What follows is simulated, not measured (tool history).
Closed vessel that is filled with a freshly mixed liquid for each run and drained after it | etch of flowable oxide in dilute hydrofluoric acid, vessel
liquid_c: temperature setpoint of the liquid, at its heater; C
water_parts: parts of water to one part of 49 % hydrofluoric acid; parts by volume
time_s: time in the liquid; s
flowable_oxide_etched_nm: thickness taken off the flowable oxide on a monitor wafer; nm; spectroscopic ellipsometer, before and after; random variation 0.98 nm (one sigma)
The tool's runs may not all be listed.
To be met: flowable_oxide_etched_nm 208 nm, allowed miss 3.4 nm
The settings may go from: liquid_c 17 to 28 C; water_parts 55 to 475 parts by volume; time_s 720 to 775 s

run 1 hour=0 | liquid_c=20 water_parts=265 time_s=720 | flowable_oxide_etched_nm=97.204
run 2 hour=1.9 | liquid_c=17 water_parts=265 time_s=720 | flowable_oxide_etched_nm=87.472
run 3 hour=9.6 | liquid_c=19.5 water_parts=265 time_s=720 | flowable_oxide_etched_nm=95.744
run 4 hour=15.4 | liquid_c=19.5 water_parts=330 time_s=720 | flowable_oxide_etched_nm=72.871
run 5 hour=16.4 | liquid_c=19.5 water_parts=330 time_s=720 | flowable_oxide_etched_nm=72.644
run 6 hour=24.2 | liquid_c=21 water_parts=295 time_s=720 | flowable_oxide_etched_nm=87.927
run 7 hour=25.7 | liquid_c=25 water_parts=190 time_s=720 | flowable_oxide_etched_nm=175.79
run 8 hour=32.1 | liquid_c=25.5 water_parts=190 time_s=720 | flowable_oxide_etched_nm=178.96
run 9 hour=40.4 | liquid_c=26 water_parts=190 time_s=720 | flowable_oxide_etched_nm=181.78
run 10 hour=44.9 | liquid_c=26.5 water_parts=190 time_s=720 | flowable_oxide_etched_nm=186.33
-- hour=45.5 hydrofluoric acid flow meter replaced
run 11 hour=45.5 | liquid_c=27 water_parts=190 time_s=720 | flowable_oxide_etched_nm=166.88
run 12 hour=53.5 | liquid_c=26.5 water_parts=185 time_s=720 | flowable_oxide_etched_nm=168.72
run 13 hour=56.7 | liquid_c=26.5 water_parts=175 time_s=720 | flowable_oxide_etched_nm=181.43
run 14 hour=61.6 | liquid_c=27 water_parts=170 time_s=720 | flowable_oxide_etched_nm=188.66
run 15 hour=68.4 | liquid_c=27 water_parts=165 time_s=720 | flowable_oxide_etched_nm=197.2

5 next moves are on the table. One of them brings every result within its allowed miss. Which?
run A hour=75.2 | liquid_c=24.5 water_parts=160 time_s=735 | flowable_oxide_etched_nm=?
run B hour=75.2 | liquid_c=26 water_parts=175 time_s=775 | flowable_oxide_etched_nm=?
run C hour=75.2 | liquid_c=26.5 water_parts=165 time_s=735 | flowable_oxide_etched_nm=?
run D hour=75.2 | liquid_c=28 water_parts=175 time_s=720 | flowable_oxide_etched_nm=?
run E hour=75.2 | liquid_c=23.5 water_parts=145 time_s=745 | flowable_oxide_etched_nm=?

move=A flowable_oxide_etched_nm=189.51
move=B flowable_oxide_etched_nm=189.9
move=C flowable_oxide_etched_nm=196.86
move=D flowable_oxide_etched_nm=189.75
move=E flowable_oxide_etched_nm=207.54
A: further off than the last run
B: further off than the last run
C: as far off as the last run
D: further off than the last run
E: meets every target
The right move is E.

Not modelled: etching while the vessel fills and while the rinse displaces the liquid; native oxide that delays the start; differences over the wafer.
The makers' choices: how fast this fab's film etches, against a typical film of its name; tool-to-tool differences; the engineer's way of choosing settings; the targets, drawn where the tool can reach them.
